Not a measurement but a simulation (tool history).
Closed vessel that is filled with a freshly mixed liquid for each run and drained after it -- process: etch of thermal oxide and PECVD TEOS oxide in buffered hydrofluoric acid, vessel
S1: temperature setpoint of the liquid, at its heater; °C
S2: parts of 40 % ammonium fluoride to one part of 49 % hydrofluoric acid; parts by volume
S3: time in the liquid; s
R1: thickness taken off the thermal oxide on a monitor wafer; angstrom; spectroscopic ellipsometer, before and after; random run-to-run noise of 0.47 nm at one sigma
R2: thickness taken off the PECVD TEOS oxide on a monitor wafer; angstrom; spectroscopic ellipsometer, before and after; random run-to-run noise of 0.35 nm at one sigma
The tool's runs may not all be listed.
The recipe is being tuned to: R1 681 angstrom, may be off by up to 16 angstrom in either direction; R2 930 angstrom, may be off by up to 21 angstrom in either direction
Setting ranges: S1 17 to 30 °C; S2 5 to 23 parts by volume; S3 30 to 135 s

run 1 hour=0 | S1=22 S2=14 S3=70 | R1=563.7 R2=775.21
run 2 hour=2.6 | S1=22.5 S2=14 S3=70 | R1=585 R2=789.14
run 3 hour=8.9 | S1=19 S2=14 S3=70 | R1=478.45 R2=654.55
run 4 hour=17 | S1=20.5 S2=14 S3=70 | R1=512.47 R2=710.17
run 5 hour=22.5 | S1=17.5 S2=14 S3=70 | R1=441.17 R2=598.74
run 6 hour=23.5 | S1=19.5 S2=14 S3=70 | R1=491.6 R2=673.64
run 7 hour=27 | S1=21 S2=14 S3=70 | R1=539.03 R2=728.04
run 8 hour=31.1 | S1=22 S2=14 S3=70 | R1=567.46 R2=774.09
run 9 hour=37.3 | S1=22.5 S2=14 S3=70 | R1=580.08 R2=790.87
run 10 hour=38.1 | S1=23 S2=14 S3=70 | R1=599.62 R2=817.46

Exercise: of the 4 proposed moves below, exactly one satisfies all targets within the stated allowed misses. Which move is it?
run A hour=38.9 | S1=27.5 S2=12.5 S3=45 | R1=? R2=?
run B hour=38.9 | S1=21.5 S2=14 S3=70 | R1=? R2=?
run C hour=38.9 | S1=23.5 S2=12.5 S3=70 | R1=? R2=?
run D hour=38.9 | S1=17 S2=12.5 S3=80 | R1=? R2=?

move=A R1=543.76 R2=744.85
move=B R1=547.8 R2=750.38
move=C R1=682.78 R2=935.27
move=D R1=544.31 R2=745.6
A: the biggest miss grows against the last run
B: the biggest miss grows against the last run
C: hits every target within its allowed miss
D: the biggest miss grows against the last run
C meets every target.

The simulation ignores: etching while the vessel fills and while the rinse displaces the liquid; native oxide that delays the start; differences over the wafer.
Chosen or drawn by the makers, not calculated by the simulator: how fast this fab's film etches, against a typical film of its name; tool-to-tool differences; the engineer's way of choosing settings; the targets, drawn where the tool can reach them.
